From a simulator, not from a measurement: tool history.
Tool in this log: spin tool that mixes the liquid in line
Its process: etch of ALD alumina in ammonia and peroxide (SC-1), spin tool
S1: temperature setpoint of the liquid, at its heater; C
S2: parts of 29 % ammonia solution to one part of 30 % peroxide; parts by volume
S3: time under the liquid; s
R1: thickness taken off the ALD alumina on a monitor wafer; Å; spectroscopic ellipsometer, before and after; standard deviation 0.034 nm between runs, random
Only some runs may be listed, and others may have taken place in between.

Run 1, hour 0.0: S1 52.0 C, S2 0.85 parts by volume, S3 270 s. Result: R1 159.04 Å.
Run 2, hour 1.0: S1 50.5 C, S2 0.85 parts by volume, S3 270 s. Result: R1 147.94 Å.
Run 3, hour 9.8: S1 50.5 C, S2 0.85 parts by volume, S3 290 s. Result: R1 158.17 Å.
Run 4, hour 11.3: S1 50.5 C, S2 0.60 parts by volume, S3 290 s. Result: R1 152.59 Å.
Run 5, hour 17.6: S1 50.5 C, S2 0.60 parts by volume, S3 270 s. Result: R1 142.47 Å.
Run 6, hour 24.9: S1 50.5 C, S2 0.45 parts by volume, S3 270 s. Result: R1 138.55 Å.
Run 7, hour 33.8: S1 49.5 C, S2 0.45 parts by volume, S3 270 s. Result: R1 131.59 Å.
Run 8, hour 37.0: S1 48.5 C, S2 0.45 parts by volume, S3 270 s. Result: R1 124.19 Å.

Expected results for the next run?
Run 9, hour 41.8: S1 48.0 C, S2 0.45 parts by volume, S3 270 s. Result: R1 ?.

{"run 9": {"R1": 120.58}}

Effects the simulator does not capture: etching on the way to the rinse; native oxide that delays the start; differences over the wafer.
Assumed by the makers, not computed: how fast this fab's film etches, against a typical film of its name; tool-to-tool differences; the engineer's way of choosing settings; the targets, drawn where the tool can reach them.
